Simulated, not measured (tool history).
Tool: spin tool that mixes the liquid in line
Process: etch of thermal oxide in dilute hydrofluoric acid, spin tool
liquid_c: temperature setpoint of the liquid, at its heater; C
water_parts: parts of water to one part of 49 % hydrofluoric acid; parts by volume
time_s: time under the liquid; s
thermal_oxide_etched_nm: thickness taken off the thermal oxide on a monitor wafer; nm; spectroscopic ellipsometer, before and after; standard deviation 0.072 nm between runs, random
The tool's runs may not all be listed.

run  hour  liquid_c  water_parts  time_s  thermal_oxide_etched_nm
  1     0        23          175     315                   6.3224
  2     8      19.5          175     315                   5.5469
  3  14.5        22          170     315                   6.2977
  4  22.9      19.5          170     315                   5.7913
  5  25.4      21.5          170     315                   6.2455
     33.4  -- hydrofluoric acid flow meter replaced
  6  33.4      23.5          170     315                   7.8157

What will run 7 give?
  7  38.8        24          170     315                        ?

{"run 7": {"thermal_oxide_etched_nm": 7.9316}}
